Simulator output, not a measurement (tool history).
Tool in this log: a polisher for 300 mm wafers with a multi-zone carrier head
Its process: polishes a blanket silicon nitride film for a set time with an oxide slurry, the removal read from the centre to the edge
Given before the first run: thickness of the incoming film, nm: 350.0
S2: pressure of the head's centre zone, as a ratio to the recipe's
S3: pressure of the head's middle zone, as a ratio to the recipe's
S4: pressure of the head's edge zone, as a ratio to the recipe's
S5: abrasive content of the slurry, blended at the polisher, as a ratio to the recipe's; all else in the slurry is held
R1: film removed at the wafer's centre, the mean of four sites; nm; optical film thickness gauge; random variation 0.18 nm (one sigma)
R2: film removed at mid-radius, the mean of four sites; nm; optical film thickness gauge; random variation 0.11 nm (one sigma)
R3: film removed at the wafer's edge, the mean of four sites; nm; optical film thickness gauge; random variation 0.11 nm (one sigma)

run 1 hour=0.0 | flow_of_slurry_(ml/min)=275 S2=1.00 S3=1.00 S4=1.00 S5=1.00 polishing_time_(s)=38 | R1=25.884 R2=25.950 R3=26.268
run 2 hour=6.2 | flow_of_slurry_(ml/min)=275 S2=0.99 S3=1.00 S4=0.96 S5=0.85 polishing_time_(s)=35 | R1=21.653 R2=21.794 R3=21.638
run 3 hour=7.6 | flow_of_slurry_(ml/min)=310 S2=0.99 S3=1.00 S4=0.96 S5=0.85 polishing_time_(s)=35 | R1=21.637 R2=22.185 R3=21.847
run 4 hour=15.9 | flow_of_slurry_(ml/min)=310 S2=0.99 S3=1.00 S4=0.96 S5=0.85 polishing_time_(s)=41 | R1=26.117 R2=26.316 R3=25.279
run 5 hour=18.3 | flow_of_slurry_(ml/min)=310 S2=0.99 S3=1.00 S4=0.96 S5=0.75 polishing_time_(s)=41 | R1=23.684 R2=24.077 R3=23.668
-- hour=22.3 slurry nozzle cleaned
run 6 hour=22.3 | flow_of_slurry_(ml/min)=310 S2=0.99 S3=1.00 S4=0.96 S5=0.75 polishing_time_(s)=33 | R1=19.523 R2=19.909 R3=19.266
run 7 hour=29.5 | flow_of_slurry_(ml/min)=325 S2=0.97 S3=0.99 S4=0.94 S5=0.70 polishing_time_(s)=32 | R1=18.118 R2=18.622 R3=17.935
run 8 hour=35.6 | flow_of_slurry_(ml/min)=325 S2=0.97 S3=0.99 S4=0.94 S5=0.70 polishing_time_(s)=32 | R1=17.815 R2=18.452 R3=17.798
run 9 hour=43.6 | flow_of_slurry_(ml/min)=325 S2=0.97 S3=0.99 S4=0.94 S5=0.70 polishing_time_(s)=32 | R1=17.887 R2=18.495 R3=17.712
run 10 hour=45.4 | flow_of_slurry_(ml/min)=335 S2=0.95 S3=0.97 S4=0.91 S5=0.65 polishing_time_(s)=32 | R1=16.359 R2=17.400 R3=16.528

Estimate the outcome of run 11 from the log above:
run 11 hour=48.5 | flow_of_slurry_(ml/min)=345 S2=0.95 S3=0.95 S4=0.88 S5=0.60 polishing_time_(s)=32 | R1=? R2=? R3=?

Run 11 produced R1 15.720 nm, R2 15.927 nm, R3 15.642 nm.
